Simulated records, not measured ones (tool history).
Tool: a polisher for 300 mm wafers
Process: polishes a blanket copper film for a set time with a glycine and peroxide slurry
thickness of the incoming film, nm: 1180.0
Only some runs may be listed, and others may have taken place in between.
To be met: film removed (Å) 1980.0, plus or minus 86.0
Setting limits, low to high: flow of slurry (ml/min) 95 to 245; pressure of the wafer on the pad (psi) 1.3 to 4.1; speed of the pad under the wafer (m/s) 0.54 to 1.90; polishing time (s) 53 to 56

run,hour,flow of slurry (ml/min),pressure of the wafer on the pad (psi),speed of the pad under the wafer (m/s),polishing time (s),film removed (Å)
1,0.0,155,2.7,1.22,53,3792.8
2,0.7,155,2.7,1.04,53,3464.0
3,6.5,155,2.7,1.04,53,3400.7
4,14.5,155,2.4,1.04,53,2979.3
5,19.1,155,2.1,1.04,53,2768.8
6,21.4,155,2.5,1.04,53,3149.3
7,24.6,155,2.2,1.02,53,2804.6
8,26.1,155,2.0,1.02,53,2648.4
9,33.2,145,1.3,0.90,53,1723.8
10,37.2,150,1.3,0.90,53,1794.4
11,42.2,155,1.3,0.90,53,1778.7
12,43.2,160,1.3,0.90,53,1769.0
13,46.2,160,1.4,0.90,53,1886.6

Which of these 5 next moves meets every target?
A,49.2,225,1.3,1.18,53,?
B,49.2,115,1.6,1.06,56,?
C,49.2,145,2.3,0.64,55,?
D,49.2,165,1.4,0.98,53,?
E,49.2,170,1.8,0.76,56,?

move,film removed (Å)
A,2240.5
B,2273.4
C,2227.0
D,2004.9
E,2173.4
A: takes the biggest miss from the last run beyond its target
B: takes the biggest miss from the last run beyond its target
C: takes the biggest miss from the last run beyond its target
D: all results land within tolerance of their targets
E: takes the biggest miss from the last run beyond its target
Correct choice: D, which meets every target
